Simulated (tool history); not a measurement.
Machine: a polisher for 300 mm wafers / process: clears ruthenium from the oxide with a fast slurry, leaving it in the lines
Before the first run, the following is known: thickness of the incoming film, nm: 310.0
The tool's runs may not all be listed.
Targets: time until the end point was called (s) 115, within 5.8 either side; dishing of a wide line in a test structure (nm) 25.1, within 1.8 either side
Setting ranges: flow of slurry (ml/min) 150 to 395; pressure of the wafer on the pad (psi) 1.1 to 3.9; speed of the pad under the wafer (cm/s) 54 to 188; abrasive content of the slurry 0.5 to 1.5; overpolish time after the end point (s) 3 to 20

run,hour,flow of slurry (ml/min),pressure of the wafer on the pad (psi),speed of the pad under the wafer (cm/s),abrasive content of the slurry,overpolish time after the end point (s),time until the end point was called (s),dishing of a wide line in a test structure (nm)
1,0,250,2.5,120,1,10,72.248,34.934
2,6.7,250,2.3,120,1,10,76.815,32.214
3,15.6,250,2.3,142,1,10,67.935,37.634
4,18.5,250,2,140,1,10,78.312,32.108
5,25,195,2,140,1,10,82.455,31.739
6,33.6,190,1.9,140,1,10,85.135,30.072
7,40.8,190,1.8,140,1,10,87.991,28.112
8,48.2,185,1.7,140,1,10,95.254,26.494
9,50.4,185,1.6,140,1,10,103.75,26.782
10,57,185,1.5,140,1,10,104.73,24.866

5 next moves are on the table. One of them brings every result within its allowed miss. Which?
A,63.6,210,1.3,156,1.1,10,?,?
B,63.6,215,2,88,0.8,10,?,?
C,63.6,215,1.6,146,1.2,9,?,?
D,63.6,270,1.2,164,0.9,11,?,?
E,63.6,185,1.2,152,0.9,15,?,?

move,time until the end point was called (s),dishing of a wide line in a test structure (nm)
A,104.23,25.328
B,127.16,21.214
C,87.645,26.884
D,112.42,25.77
E,126.61,30.419
A: about as far from the targets as the last run
B: takes the biggest miss from the last run beyond its target
C: moves away from the targets compared with the last run
D: hits every target within its allowed miss
E: takes the biggest miss from the last run beyond its target
Move D is the one to make.
